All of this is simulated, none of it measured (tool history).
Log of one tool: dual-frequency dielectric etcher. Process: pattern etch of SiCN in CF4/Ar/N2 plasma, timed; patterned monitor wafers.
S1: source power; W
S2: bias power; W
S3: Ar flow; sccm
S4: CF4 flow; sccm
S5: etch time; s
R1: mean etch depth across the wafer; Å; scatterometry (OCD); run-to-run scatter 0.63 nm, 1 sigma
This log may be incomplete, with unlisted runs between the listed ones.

run	hour	S1	S2	S3	S4	S5	R1
1	0	470	96	124	59	172	1470.6
2	3.8	470	96	124	59	172	1487.3
3	10.5	470	103	124	59	172	1512.8
4	16.6	470	103	124	59	172	1519.3
5	19	430	101	125	59	172	1385.3
6	26.5	430	88	125	59	172	1307.6

Run 7, settings as shown, results not yet in. Your forecast:
# hour 28.3: Ar flow controller replaced
7	28.3	410	88	125	59	172	?

Run 7 produced R1 1247.1 Å.
